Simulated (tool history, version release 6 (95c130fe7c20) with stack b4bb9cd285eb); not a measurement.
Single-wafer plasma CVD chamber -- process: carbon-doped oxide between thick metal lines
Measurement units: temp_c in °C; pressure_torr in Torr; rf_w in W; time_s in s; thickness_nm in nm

run	hour	temp_c	pressure_torr	rf_w	time_s	thickness_nm
1	0.0	365	5.84	550	190	982.09
2	5.1	364	5.95	565	190	999.78
3	9.2	363	6.03	580	190	1028.80
4	10.9	362	6.15	590	190	1038.70
5	17.9	358	6.15	590	190	1048.20
6	26.5	358	6.21	600	190	1063.20

Expected results for the next run?
7	33.3	358	6.27	605	190	?

Logged for run 7: thickness_nm 1066.10 nm.
